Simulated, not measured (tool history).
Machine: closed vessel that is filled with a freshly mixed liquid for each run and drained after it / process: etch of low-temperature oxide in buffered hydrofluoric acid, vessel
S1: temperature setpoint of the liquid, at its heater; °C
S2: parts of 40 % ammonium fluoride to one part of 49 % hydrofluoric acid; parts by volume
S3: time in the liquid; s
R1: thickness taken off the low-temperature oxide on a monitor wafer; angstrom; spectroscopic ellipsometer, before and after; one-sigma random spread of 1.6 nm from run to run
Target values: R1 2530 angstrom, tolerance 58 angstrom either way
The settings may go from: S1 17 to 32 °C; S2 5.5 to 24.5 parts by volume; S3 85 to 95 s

run	hour	S1	S2	S3	R1
1	0	24	15	85	1869.5
2	6.6	25.5	15	85	1983.3
3	13.7	26	15	85	2056.9
4	17.7	26	11.5	85	2680.9
5	20.7	26	11.5	95	3011.1
6	23	26	11.5	95	2978.9
7	29.3	25.5	11.5	95	2929.8
8	31.8	25	11.5	95	2826
9	33.4	24.5	11.5	95	2763.8
10	40.9	23.5	11.5	95	2595.7

Which one of the following 5 next-run settings gets every result inside its allowed miss? There is exactly one.
A	48.4	20	8.5	85	?
B	48.4	25.5	11	85	?
C	48.4	24.5	11.5	95	?
D	48.4	23	11	95	?
E	48.4	21	8.5	85	?

move	R1
A	2520.2
B	2733.3
C	2770.9
D	2666
E	2664.7
A: hits every target within its allowed miss
B: the biggest miss grows against the last run
C: the biggest miss grows against the last run
D: the biggest miss grows against the last run
E: the biggest miss grows against the last run
A meets every target.

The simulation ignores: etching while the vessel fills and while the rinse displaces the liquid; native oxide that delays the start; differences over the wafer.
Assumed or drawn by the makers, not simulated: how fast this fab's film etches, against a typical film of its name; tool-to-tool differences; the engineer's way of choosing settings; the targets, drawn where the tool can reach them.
